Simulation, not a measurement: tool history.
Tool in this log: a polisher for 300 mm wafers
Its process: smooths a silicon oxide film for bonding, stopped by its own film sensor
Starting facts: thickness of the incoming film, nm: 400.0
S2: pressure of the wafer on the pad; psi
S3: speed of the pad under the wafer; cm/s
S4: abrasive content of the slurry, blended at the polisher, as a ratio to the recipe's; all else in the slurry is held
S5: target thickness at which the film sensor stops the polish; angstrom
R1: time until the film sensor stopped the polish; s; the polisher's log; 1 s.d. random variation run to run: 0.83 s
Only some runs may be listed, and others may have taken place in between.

{"run": 1, "day": 0.0, "flow of slurry (ml/min)": 285, "S2": 1.6, "S3": 84, "S4": 1, "S5": 3590, "R1": 96.271}
{"run": 2, "day": 0.321, "flow of slurry (ml/min)": 285, "S2": 1.7, "S3": 86, "S4": 1, "S5": 3590, "R1": 87.537}
{"run": 3, "day": 0.421, "flow of slurry (ml/min)": 220, "S2": 1.7, "S3": 86, "S4": 1, "S5": 3590, "R1": 88.867}
{"run": 4, "day": 0.788, "flow of slurry (ml/min)": 220, "S2": 1.8, "S3": 88, "S4": 1, "S5": 3590, "R1": 84.334}
{"run": 5, "day": 0.9, "flow of slurry (ml/min)": 220, "S2": 1.9, "S3": 92, "S4": 1, "S5": 3590, "R1": 76.215}
{"run": 6, "day": 1.079, "flow of slurry (ml/min)": 220, "S2": 2, "S3": 94, "S4": 1, "S5": 3590, "R1": 75.511}
{"run": 7, "day": 1.167, "flow of slurry (ml/min)": 220, "S2": 2, "S3": 94, "S4": 1, "S5": 3590, "R1": 72.474}
{"run": 8, "day": 1.258, "flow of slurry (ml/min)": 220, "S2": 2.1, "S3": 98, "S4": 1, "S5": 3590, "R1": 67.972}
{"run": 9, "day": 1.521, "flow of slurry (ml/min)": 220, "S2": 2.2, "S3": 102, "S4": 1, "S5": 3590, "R1": 64.059}
{"run": 10, "day": 1.867, "flow of slurry (ml/min)": 220, "S2": 2.2, "S3": 106, "S4": 1, "S5": 3590, "R1": 58.682}

Run 11 is up next; what results do you expect?
{"run": 11, "day": 2.238, "flow of slurry (ml/min)": 220, "S2": 2.2, "S3": 108, "S4": 1, "S5": 3590, "R1": "?"}

Logged for run 11: R1 58.882 s.
